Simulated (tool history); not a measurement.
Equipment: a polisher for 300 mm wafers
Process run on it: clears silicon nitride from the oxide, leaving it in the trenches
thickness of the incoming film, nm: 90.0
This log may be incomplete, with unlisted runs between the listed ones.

| run | hour | flow of slurry (ml/min) | pressure of the wafer on the pad (psi) | speed of the pad under the wafer (cm/s) | overpolish time after the end point (s) | time until the end point was called (s) |
|---|---|---|---|---|---|---|
| 1 | 0.0 | 160 | 3.0 | 128 | 3 | 77.306 |
| 2 | 5.2 | 160 | 2.3 | 128 | 3 | 102.150 |
| 3 | 12.6 | 160 | 2.2 | 126 | 3 | 106.110 |
| 4 | 17.3 | 160 | 2.1 | 124 | 3 | 115.450 |
| 5 | 23.0 | 130 | 2.1 | 124 | 3 | 118.130 |
| 6 | 32.0 | 130 | 2.0 | 124 | 3 | 122.880 |
| 7 | 39.1 | 130 | 1.9 | 124 | 3 | 125.850 |
| 8 | 41.2 | 130 | 1.8 | 122 | 3 | 136.690 |

Estimate the outcome of run 9 from the log above:
| 9 | 44.3 | 130 | 1.7 | 122 | 3 | ? |

Logged for run 9: time until the end point was called (s) 146.260.
